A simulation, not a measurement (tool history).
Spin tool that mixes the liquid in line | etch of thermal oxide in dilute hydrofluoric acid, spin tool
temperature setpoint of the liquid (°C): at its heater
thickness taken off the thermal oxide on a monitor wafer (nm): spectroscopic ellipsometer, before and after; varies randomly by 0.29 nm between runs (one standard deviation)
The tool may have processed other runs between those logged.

run,hour,temperature setpoint of the liquid (°C),parts of water to one part of 49 % hydrofluoric acid (parts by volume),time under the liquid (s),thickness taken off the thermal oxide on a monitor wafer (nm)
1,0,22,195,320,6.5744
2,7.5,22,195,340,6.9693
3,13.9,24,155,340,10.094
4,22.7,21,155,340,8.6741
5,31.6,24.5,155,340,10.084
6,38.6,24.5,225,340,6.3818
7,40.5,26,180,340,8.9293
8,49,27,145,340,11.888
9,55.5,27.5,120,340,15.271
10,63.4,28,100,340,19.02
11,66.9,28.5,90,340,21.963

Run 12 comes next. What will it give?
12,67.5,29,85,340,?

thickness taken off the thermal oxide on a monitor wafer (nm): 24.193

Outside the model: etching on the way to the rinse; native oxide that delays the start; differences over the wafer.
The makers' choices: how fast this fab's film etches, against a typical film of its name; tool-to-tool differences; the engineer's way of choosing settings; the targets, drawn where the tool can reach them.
